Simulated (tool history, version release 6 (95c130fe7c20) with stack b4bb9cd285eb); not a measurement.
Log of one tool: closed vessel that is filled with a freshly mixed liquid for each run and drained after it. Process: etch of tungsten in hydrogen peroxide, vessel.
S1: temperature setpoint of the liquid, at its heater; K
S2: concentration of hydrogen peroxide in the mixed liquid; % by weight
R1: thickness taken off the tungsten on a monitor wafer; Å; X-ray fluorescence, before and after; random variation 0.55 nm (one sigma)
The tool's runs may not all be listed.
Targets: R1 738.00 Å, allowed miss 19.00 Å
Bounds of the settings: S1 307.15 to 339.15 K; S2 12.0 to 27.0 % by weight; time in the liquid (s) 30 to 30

run 1 day=0.000 | S1=323.15 S2=18.0 time_in_the_liquid_(s)=30 | R1=551.47
run 2 day=0.179 | S1=323.65 S2=18.0 time_in_the_liquid_(s)=30 | R1=569.51
run 3 day=0.454 | S1=326.15 S2=18.0 time_in_the_liquid_(s)=30 | R1=664.14
run 4 day=0.596 | S1=321.65 S2=18.0 time_in_the_liquid_(s)=30 | R1=503.68
run 5 day=0.804 | S1=321.65 S2=15.5 time_in_the_liquid_(s)=30 | R1=468.71
run 6 day=1.012 | S1=322.65 S2=15.5 time_in_the_liquid_(s)=30 | R1=497.43
run 7 day=1.308 | S1=330.15 S2=15.5 time_in_the_liquid_(s)=30 | R1=791.30
run 8 day=1.558 | S1=329.65 S2=15.5 time_in_the_liquid_(s)=30 | R1=749.44

Which of these 4 next moves meets every target?
run A day=1.808 | S1=330.65 S2=15.0 time_in_the_liquid_(s)=30 | R1=?
run B day=1.808 | S1=330.15 S2=14.0 time_in_the_liquid_(s)=30 | R1=?
run C day=1.808 | S1=331.15 S2=14.0 time_in_the_liquid_(s)=30 | R1=?
run D day=1.808 | S1=330.15 S2=15.5 time_in_the_liquid_(s)=30 | R1=?

move=A R1=789.23
move=B R1=740.50
move=C R1=785.01
move=D R1=779.16
A: further off than the last run
B: meets every target
C: further off than the last run
D: further off than the last run
Answer: B
